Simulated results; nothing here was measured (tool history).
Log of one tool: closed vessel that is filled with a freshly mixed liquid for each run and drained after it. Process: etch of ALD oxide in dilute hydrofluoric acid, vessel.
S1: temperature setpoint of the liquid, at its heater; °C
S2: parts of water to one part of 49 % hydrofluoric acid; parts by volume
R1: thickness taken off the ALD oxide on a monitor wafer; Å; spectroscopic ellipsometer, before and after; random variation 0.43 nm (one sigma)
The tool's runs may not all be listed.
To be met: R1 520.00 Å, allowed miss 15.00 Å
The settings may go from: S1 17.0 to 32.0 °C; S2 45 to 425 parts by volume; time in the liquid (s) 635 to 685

Run 1, hour 0.0: S1 24.0 °C, S2 235 parts by volume, time in the liquid (s) 635. Result: R1 314.05 Å.
Run 2, hour 2.7: S1 25.5 °C, S2 225 parts by volume, time in the liquid (s) 635. Result: R1 353.12 Å.
Run 3, hour 9.5: S1 26.5 °C, S2 220 parts by volume, time in the liquid (s) 635. Result: R1 383.29 Å.
Run 4, hour 16.4: S1 26.5 °C, S2 220 parts by volume, time in the liquid (s) 685. Result: R1 406.92 Å.
Run 5, hour 17.6: S1 29.0 °C, S2 220 parts by volume, time in the liquid (s) 685. Result: R1 448.14 Å.
Run 6, hour 21.4: S1 29.5 °C, S2 220 parts by volume, time in the liquid (s) 685. Result: R1 452.73 Å.
Run 7, hour 26.2: S1 30.0 °C, S2 215 parts by volume, time in the liquid (s) 685. Result: R1 481.14 Å.
Run 8, hour 33.6: S1 30.5 °C, S2 215 parts by volume, time in the liquid (s) 685. Result: R1 474.38 Å.

Which of these 5 next moves meets every target?
Run A, hour 41.0: S1 32.0 °C, S2 200 parts by volume, time in the liquid (s) 685. Result: R1 ?.
Run B, hour 41.0: S1 30.5 °C, S2 225 parts by volume, time in the liquid (s) 685. Result: R1 ?.
Run C, hour 41.0: S1 31.5 °C, S2 205 parts by volume, time in the liquid (s) 665. Result: R1 ?.
Run D, hour 41.0: S1 31.5 °C, S2 185 parts by volume, time in the liquid (s) 645. Result: R1 ?.
Run E, hour 41.0: S1 27.5 °C, S2 180 parts by volume, time in the liquid (s) 685. Result: R1 ?.

move      R1
   A  557.84
   B  456.98
   C  516.20
   D  569.13
   E  542.93
A: takes the result that was furthest off past its target
B: further off than the last run
C: meets every target
D: takes the result that was furthest off past its target
E: takes the result that was furthest off past its target
The right move is C.
